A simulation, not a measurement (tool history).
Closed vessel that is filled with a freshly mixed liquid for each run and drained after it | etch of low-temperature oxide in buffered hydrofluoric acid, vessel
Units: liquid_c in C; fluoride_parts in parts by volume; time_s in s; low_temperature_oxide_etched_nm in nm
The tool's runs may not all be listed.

| run | hour | liquid_c | fluoride_parts | time_s | low_temperature_oxide_etched_nm |
|---|---|---|---|---|---|
| 1 | 0.0 | 21.0 | 8.5 | 35 | 79.925 |
| 2 | 4.4 | 21.0 | 11.0 | 35 | 64.327 |
| 3 | 4.9 | 23.5 | 10.0 | 35 | 81.600 |
| 4 | 10.9 | 23.5 | 10.0 | 30 | 69.313 |
| 5 | 11.9 | 22.0 | 10.0 | 30 | 63.654 |
| 6 | 17.8 | 22.0 | 11.5 | 30 | 56.223 |

The next listed run, before its measurement:
| 7 | 26.5 | 26.0 | 8.5 | 30 | ? |

{"run 7": {"low_temperature_oxide_etched_nm": 90.412}}
